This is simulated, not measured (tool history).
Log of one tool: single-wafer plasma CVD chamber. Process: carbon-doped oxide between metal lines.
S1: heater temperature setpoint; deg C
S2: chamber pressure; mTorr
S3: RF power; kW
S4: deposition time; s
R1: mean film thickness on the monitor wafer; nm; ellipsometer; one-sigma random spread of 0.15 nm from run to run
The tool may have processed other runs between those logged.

run	hour	S1	S2	S3	S4	R1
1	0	345	6860	0.67	10.2	64.841
2	6	343	6950	0.69	10.2	66.881
3	14	341	7050	0.705	10.2	68.127
4	21.5	346	7050	0.705	10.2	67.41
5	28.2	346	7050	0.705	9.7	64.052
6	30	346	7050	0.67	9.7	61.76

Estimate the outcome of run 7 from the log above:
7	31.2	346	7050	0.67	9.7	?

{"run 7": {"R1": 61.697}}

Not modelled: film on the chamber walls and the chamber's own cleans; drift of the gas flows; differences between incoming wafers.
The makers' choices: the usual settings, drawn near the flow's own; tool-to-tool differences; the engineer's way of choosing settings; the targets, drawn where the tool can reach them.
